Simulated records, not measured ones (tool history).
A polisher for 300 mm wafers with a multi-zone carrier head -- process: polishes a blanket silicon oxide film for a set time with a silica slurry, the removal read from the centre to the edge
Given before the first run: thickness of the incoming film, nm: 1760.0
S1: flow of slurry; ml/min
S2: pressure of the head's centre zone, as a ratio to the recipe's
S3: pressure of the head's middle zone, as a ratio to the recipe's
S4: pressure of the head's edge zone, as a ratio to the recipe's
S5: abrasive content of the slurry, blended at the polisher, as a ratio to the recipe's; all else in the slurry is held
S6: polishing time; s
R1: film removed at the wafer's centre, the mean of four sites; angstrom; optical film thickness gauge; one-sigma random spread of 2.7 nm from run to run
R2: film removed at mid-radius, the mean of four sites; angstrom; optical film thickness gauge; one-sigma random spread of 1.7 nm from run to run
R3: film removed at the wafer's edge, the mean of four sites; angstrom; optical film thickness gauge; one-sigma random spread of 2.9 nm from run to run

| run | hour | S1 | S2 | S3 | S4 | S5 | S6 | R1 | R2 | R3 |
|---|---|---|---|---|---|---|---|---|---|---|
| 1 | 0.0 | 165 | 1.00 | 1.00 | 1.00 | 1.00 | 89 | 3864.9 | 3644.9 | 3521.6 |
| 2 | 8.2 | 150 | 0.98 | 0.95 | 1.00 | 0.85 | 83 | 3062.0 | 2888.6 | 2989.0 |
| 3 | 12.2 | 175 | 0.98 | 0.95 | 1.00 | 0.85 | 83 | 3188.9 | 3001.6 | 3037.8 |
| 4 | 16.3 | 175 | 0.98 | 0.95 | 1.00 | 0.85 | 64 | 2396.2 | 2293.3 | 2344.1 |
| 5 | 22.5 | 160 | 0.98 | 0.92 | 0.99 | 0.85 | 64 | 2401.2 | 2209.6 | 2371.0 |
| 6 | 23.7 | 160 | 0.94 | 0.92 | 0.99 | 0.85 | 64 | 2331.6 | 2234.2 | 2336.8 |

Forecast run 7:
| 7 | 31.5 | 120 | 0.96 | 0.82 | 0.97 | 0.80 | 64 | ? | ? | ? |

R1: 2136.3 angstrom
R2: 1806.2 angstrom
R3: 2074.2 angstrom
